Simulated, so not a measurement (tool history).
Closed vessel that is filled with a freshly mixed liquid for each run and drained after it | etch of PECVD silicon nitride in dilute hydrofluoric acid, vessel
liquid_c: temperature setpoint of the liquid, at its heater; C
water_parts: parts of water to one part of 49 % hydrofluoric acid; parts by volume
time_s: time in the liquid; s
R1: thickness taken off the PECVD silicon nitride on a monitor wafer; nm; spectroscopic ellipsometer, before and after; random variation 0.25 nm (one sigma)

Run 1, hour 0: liquid_c 20 C, water_parts 100 parts by volume, time_s 1260 s. Result: R1 16.689 nm.
Run 2, hour 5: liquid_c 21.5 C, water_parts 95 parts by volume, time_s 1260 s. Result: R1 19.426 nm.
Run 3, hour 12.2: liquid_c 21.5 C, water_parts 95 parts by volume, time_s 1260 s. Result: R1 19.838 nm.
Run 4, hour 15.5: liquid_c 21.5 C, water_parts 95 parts by volume, time_s 1360 s. Result: R1 20.932 nm.
Run 5, hour 20.9: liquid_c 23 C, water_parts 95 parts by volume, time_s 1360 s. Result: R1 23.736 nm.
Run 6, hour 24.6: liquid_c 24 C, water_parts 95 parts by volume, time_s 1360 s. Result: R1 24.766 nm.

Forecast run 7:
Run 7, hour 33.2: liquid_c 25 C, water_parts 95 parts by volume, time_s 1360 s. Result: R1 ?.

R1: 26.877 nm
